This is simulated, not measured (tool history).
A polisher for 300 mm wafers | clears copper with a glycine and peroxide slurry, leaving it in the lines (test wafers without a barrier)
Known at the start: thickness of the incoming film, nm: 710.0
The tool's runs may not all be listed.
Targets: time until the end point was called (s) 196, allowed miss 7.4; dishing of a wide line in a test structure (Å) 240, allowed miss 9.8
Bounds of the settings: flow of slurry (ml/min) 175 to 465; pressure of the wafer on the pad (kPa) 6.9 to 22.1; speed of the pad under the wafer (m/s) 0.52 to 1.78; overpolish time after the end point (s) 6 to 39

run    day  flow of slurry (ml/min)  pressure of the wafer on the pad (kPa)  speed of the pad under the wafer (m/s)  overpolish time after the end point (s)  time until the end point was called (s)  dishing of a wide line in a test structure (Å)
  1      0                      295                                    14.5                                    1.14                                       20                                   148.32                                          667.26
  2  0.242                      275                                    13.1                                    1.16                                       18                                      159                                          566.54
  3  0.529                      260                                    11.7                                     1.2                                       16                                   173.08                                          491.81
  4  0.825                      245                                      11                                    1.24                                       14                                   176.73                                          433.22
  5  1.154                      245                                      11                                    1.36                                       14                                   163.62                                             458
  6  1.221                      245                                      11                                    1.36                                        6                                   162.71                                          216.64
  7  1.554                      240                                    10.3                                    1.36                                        6                                   171.91                                          207.25
  8  1.588                      235                                    10.3                                    1.36                                        6                                   170.91                                           208.3
  9  1.683                      235                                     9.7                                    1.36                                        6                                    176.8                                          199.21
 10  1.854                      230                                     9.7                                    1.36                                        6                                   181.25                                          198.77
 11  2.083                      225                                     9.7                                    1.36                                        6                                   180.13                                           191.9
 12  2.412                      230                                     9.7                                    1.36                                        7                                   180.26                                          226.03
 13  2.638                      225                                     9.7                                    1.36                                        7                                   180.33                                             224
 14  2.912                      220                                     9.7                                    1.36                                        7                                   180.57                                          220.29

4 next moves are on the table. One of them brings every result within its allowed miss. Which?
  A  3.188                      200                                      11                                     1.1                                        8                                        ?                                               ?
  B  3.188                      225                                      11                                     1.2                                        8                                        ?                                               ?
  C  3.188                      225                                       9                                    1.52                                        8                                        ?                                               ?
  D  3.188                      320                                       9                                     1.3                                        7                                        ?                                               ?

move  time until the end point was called (s)  dishing of a wide line in a test structure (Å)
   A                                   195.22                                          235.04
   B                                   181.15                                           251.4
   C                                    177.2                                          253.94
   D                                   194.52                                          206.95
A: meets every target
B: as far off as the last run
C: further off than the last run
D: brings the result that was furthest off to its target, and leaves another outside
Answer: A

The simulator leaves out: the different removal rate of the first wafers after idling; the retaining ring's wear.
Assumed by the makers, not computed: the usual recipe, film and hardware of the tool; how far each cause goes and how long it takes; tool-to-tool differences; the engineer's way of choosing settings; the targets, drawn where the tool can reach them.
